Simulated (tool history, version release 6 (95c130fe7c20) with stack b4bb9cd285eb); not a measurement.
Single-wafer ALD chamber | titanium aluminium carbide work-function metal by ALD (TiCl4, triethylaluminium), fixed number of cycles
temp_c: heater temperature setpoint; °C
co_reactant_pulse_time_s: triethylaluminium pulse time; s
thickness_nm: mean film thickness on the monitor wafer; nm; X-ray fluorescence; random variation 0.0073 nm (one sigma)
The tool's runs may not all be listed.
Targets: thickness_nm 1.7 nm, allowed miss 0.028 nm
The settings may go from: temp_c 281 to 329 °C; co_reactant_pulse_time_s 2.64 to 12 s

run	hour	temp_c	co_reactant_pulse_time_s	thickness_nm
1	0	305	7.32	1.9891
2	6.2	301	7.32	1.9593
3	12.6	309	7.32	2.0309
4	19.2	309	8.11	2.0784
5	22.9	306	7.67	2.0296
6	28.1	306	6.62	1.9587
7	33.5	303	6.38	1.92
8	34.6	301	6.18	1.8834
9	42.2	299	6.06	1.8567
10	49.9	299	6.06	1.8478
11	54.1	287	5.12	1.6507

5 next moves are on the table. One of them brings every result within its allowed miss. Which?
A	58.3	283	5.04	?
B	58.3	305	5.13	?
C	58.3	291	4.72	?
D	58.3	287	5.55	?
E	58.3	296	5.31	?

move	thickness_nm
A	1.6212
B	1.7795
C	1.6244
D	1.7134
E	1.7443
A: further off than the last run
B: takes the result that was furthest off past its target
C: further off than the last run
D: meets every target
E: takes the result that was furthest off past its target
Answer: D

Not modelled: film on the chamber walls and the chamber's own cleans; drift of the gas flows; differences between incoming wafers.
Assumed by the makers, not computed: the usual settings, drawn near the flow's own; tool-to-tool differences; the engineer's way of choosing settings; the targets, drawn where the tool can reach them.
